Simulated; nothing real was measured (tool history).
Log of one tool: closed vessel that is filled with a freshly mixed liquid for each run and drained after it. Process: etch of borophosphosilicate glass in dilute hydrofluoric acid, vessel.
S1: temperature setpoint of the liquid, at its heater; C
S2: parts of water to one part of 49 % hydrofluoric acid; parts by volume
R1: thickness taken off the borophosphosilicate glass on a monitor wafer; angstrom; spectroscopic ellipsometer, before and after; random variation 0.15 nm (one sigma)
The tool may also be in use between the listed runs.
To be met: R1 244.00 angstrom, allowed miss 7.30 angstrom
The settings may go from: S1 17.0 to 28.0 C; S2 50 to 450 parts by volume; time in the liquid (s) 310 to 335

Run 1, hour 0.0: S1 20.0 C, S2 250 parts by volume, time in the liquid (s) 310. Result: R1 434.18 angstrom.
Run 2, hour 8.3: S1 23.0 C, S2 250 parts by volume, time in the liquid (s) 310. Result: R1 488.48 angstrom.
Run 3, hour 16.8: S1 25.5 C, S2 250 parts by volume, time in the liquid (s) 310. Result: R1 529.64 angstrom.
Run 4, hour 23.8: S1 25.5 C, S2 250 parts by volume, time in the liquid (s) 310. Result: R1 531.15 angstrom.
Run 5, hour 28.9: S1 24.0 C, S2 270 parts by volume, time in the liquid (s) 310. Result: R1 454.62 angstrom.
Run 6, hour 35.0: S1 24.0 C, S2 270 parts by volume, time in the liquid (s) 335. Result: R1 493.02 angstrom.
Run 7, hour 36.5: S1 23.0 C, S2 285 parts by volume, time in the liquid (s) 335. Result: R1 447.98 angstrom.
Run 8, hour 43.9: S1 22.0 C, S2 300 parts by volume, time in the liquid (s) 335. Result: R1 405.63 angstrom.
Run 9, hour 51.2: S1 21.0 C, S2 310 parts by volume, time in the liquid (s) 335. Result: R1 375.63 angstrom.
Run 10, hour 52.3: S1 20.5 C, S2 320 parts by volume, time in the liquid (s) 335. Result: R1 355.51 angstrom.
Run 11, hour 61.6: S1 20.5 C, S2 320 parts by volume, time in the liquid (s) 335. Result: R1 353.35 angstrom.
Run 12, hour 70.2: S1 20.0 C, S2 330 parts by volume, time in the liquid (s) 335. Result: R1 329.84 angstrom.

Which of these 4 next moves meets every target?
Run A, hour 78.8: S1 21.0 C, S2 430 parts by volume, time in the liquid (s) 310. Result: R1 ?.
Run B, hour 78.8: S1 23.0 C, S2 425 parts by volume, time in the liquid (s) 310. Result: R1 ?.
Run C, hour 78.8: S1 19.0 C, S2 400 parts by volume, time in the liquid (s) 310. Result: R1 ?.
Run D, hour 78.8: S1 19.5 C, S2 410 parts by volume, time in the liquid (s) 310. Result: R1 ?.

move      R1
   A  225.58
   B  245.16
   C  231.49
   D  228.11
A: takes the result that was furthest off past its target
B: meets every target
C: takes the result that was furthest off past its target
D: takes the result that was furthest off past its target
Move B is the one to make.
